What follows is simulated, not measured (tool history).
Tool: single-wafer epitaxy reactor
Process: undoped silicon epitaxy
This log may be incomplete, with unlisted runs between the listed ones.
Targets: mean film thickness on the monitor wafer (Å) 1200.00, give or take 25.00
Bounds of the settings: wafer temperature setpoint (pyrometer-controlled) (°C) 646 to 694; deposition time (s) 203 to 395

run    day  wafer temperature setpoint (pyrometer-controlled) (°C)  deposition time (s)  mean film thickness on the monitor wafer (Å)
  1  0.000                                                     670                  299                                        748.05
  2  0.117                                                     670                  341                                        858.60
  3  0.308                                                     670                  357                                        899.20
  4  0.683                                                     670                  342                                        863.51
  5  0.888                                                     673                  342                                        917.72
  6  1.067                                                     673                  302                                        807.97
  7  1.354                                                     676                  302                                        853.80
  8  1.433                                                     679                  302                                        907.20
  9  1.671                                                     682                  302                                        957.38

Pick the move, out of 4, that brings all results within their allowed miss; only one does.
  A  1.908                                                     689                  329                                             ?
  B  1.908                                                     691                  336                                             ?
  C  1.908                                                     691                  301                                             ?
  D  1.908                                                     689                  349                                             ?

move  mean film thickness on the monitor wafer (Å)
   A                                       1187.50
   B                                       1258.80
   C                                       1127.70
   D                                       1259.70
A: every result lands within tolerance
B: takes the biggest miss from the last run beyond its target
C: gains on the last run, yet a result remains outside its allowed miss
D: takes the biggest miss from the last run beyond its target
A is the move that brings every result within its allowed miss.
